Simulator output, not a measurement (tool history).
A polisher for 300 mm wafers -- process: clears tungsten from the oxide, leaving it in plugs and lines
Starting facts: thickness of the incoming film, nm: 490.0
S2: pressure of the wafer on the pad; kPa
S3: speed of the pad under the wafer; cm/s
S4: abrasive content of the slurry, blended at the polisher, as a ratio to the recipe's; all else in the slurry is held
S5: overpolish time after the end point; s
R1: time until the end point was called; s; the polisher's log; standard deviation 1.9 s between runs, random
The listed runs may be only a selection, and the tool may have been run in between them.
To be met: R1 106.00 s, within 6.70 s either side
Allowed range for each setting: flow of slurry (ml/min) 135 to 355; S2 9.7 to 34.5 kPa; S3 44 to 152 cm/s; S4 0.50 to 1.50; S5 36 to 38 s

Run 1, day 0.000: flow of slurry (ml/min) 225, S2 22.1 kPa, S3 98 cm/s, S4 1.00, S5 36 s. Result: R1 139.80 s.
Run 2, day 0.175: flow of slurry (ml/min) 225, S2 22.1 kPa, S3 98 cm/s, S4 1.15, S5 36 s. Result: R1 132.55 s.
Run 3, day 0.500: flow of slurry (ml/min) 225, S2 22.1 kPa, S3 106 cm/s, S4 1.15, S5 36 s. Result: R1 120.94 s.
Run 4, day 0.550: flow of slurry (ml/min) 195, S2 22.1 kPa, S3 106 cm/s, S4 1.15, S5 36 s. Result: R1 126.43 s.
Run 5, day 0.796: flow of slurry (ml/min) 195, S2 19.3 kPa, S3 106 cm/s, S4 1.15, S5 36 s. Result: R1 140.46 s.
Run 6, day 0.875: flow of slurry (ml/min) 195, S2 20.0 kPa, S3 106 cm/s, S4 1.15, S5 36 s. Result: R1 135.05 s.
Run 7, day 1.238: flow of slurry (ml/min) 195, S2 20.0 kPa, S3 106 cm/s, S4 1.15, S5 36 s. Result: R1 137.54 s.
Run 8, day 1.267: flow of slurry (ml/min) 195, S2 20.7 kPa, S3 106 cm/s, S4 1.15, S5 36 s. Result: R1 130.57 s.
Run 9, day 1.342: flow of slurry (ml/min) 195, S2 21.4 kPa, S3 106 cm/s, S4 1.15, S5 36 s. Result: R1 124.22 s.
Run 10, day 1.658: flow of slurry (ml/min) 195, S2 22.1 kPa, S3 106 cm/s, S4 1.15, S5 36 s. Result: R1 123.33 s.
Run 11, day 1.821: flow of slurry (ml/min) 195, S2 22.8 kPa, S3 106 cm/s, S4 1.15, S5 36 s. Result: R1 118.26 s.

Pick the move, out of 5, that brings all results within their allowed miss; only one does.
Run A, day 1.983: flow of slurry (ml/min) 235, S2 26.2 kPa, S3 102 cm/s, S4 1.15, S5 36 s. Result: R1 ?.
Run B, day 1.983: flow of slurry (ml/min) 185, S2 21.4 kPa, S3 112 cm/s, S4 1.10, S5 36 s. Result: R1 ?.
Run C, day 1.983: flow of slurry (ml/min) 175, S2 26.9 kPa, S3 80 cm/s, S4 0.95, S5 38 s. Result: R1 ?.
Run D, day 1.983: flow of slurry (ml/min) 235, S2 18.6 kPa, S3 102 cm/s, S4 1.30, S5 36 s. Result: R1 ?.
Run E, day 1.983: flow of slurry (ml/min) 170, S2 22.8 kPa, S3 106 cm/s, S4 1.15, S5 36 s. Result: R1 ?.

move      R1
   A  104.43
   B  120.21
   C  137.85
   D  141.36
   E  119.53
A: hits every target within its allowed miss
B: further off than the last run
C: further off than the last run
D: further off than the last run
E: further off than the last run
Correct choice: A, which meets every target
